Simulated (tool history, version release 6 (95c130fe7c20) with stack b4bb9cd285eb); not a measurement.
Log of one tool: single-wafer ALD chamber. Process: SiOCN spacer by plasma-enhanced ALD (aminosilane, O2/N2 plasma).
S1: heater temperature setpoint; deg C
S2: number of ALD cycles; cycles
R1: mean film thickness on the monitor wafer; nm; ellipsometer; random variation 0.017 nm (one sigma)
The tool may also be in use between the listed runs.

Run 1, hour 0: S1 395 deg C, S2 105 cycles. Result: R1 6.3675 nm.
Run 2, hour 5.9: S1 395 deg C, S2 106 cycles. Result: R1 6.4351 nm.
Run 3, hour 8.3: S1 385 deg C, S2 106 cycles. Result: R1 6.4395 nm.
Run 4, hour 15.9: S1 385 deg C, S2 101 cycles. Result: R1 6.1508 nm.
Run 5, hour 22.2: S1 385 deg C, S2 103 cycles. Result: R1 6.2588 nm.
Run 6, hour 28.8: S1 381 deg C, S2 103 cycles. Result: R1 6.2561 nm.
Run 7, hour 37.2: S1 381 deg C, S2 104 cycles. Result: R1 6.32 nm.
Run 8, hour 45.2: S1 381 deg C, S2 105 cycles. Result: R1 6.3679 nm.
Run 9, hour 50.4: S1 381 deg C, S2 106 cycles. Result: R1 6.436 nm.
Run 10, hour 55: S1 381 deg C, S2 106 cycles. Result: R1 6.4329 nm.
Run 11, hour 57.5: S1 381 deg C, S2 107 cycles. Result: R1 6.5106 nm.
Run 12, hour 65.9: S1 381 deg C, S2 108 cycles. Result: R1 6.5784 nm.

Forecast run 13:
Run 13, hour 72: S1 381 deg C, S2 109 cycles. Result: R1 ?.

Run 13 gave R1 6.6287 nm.
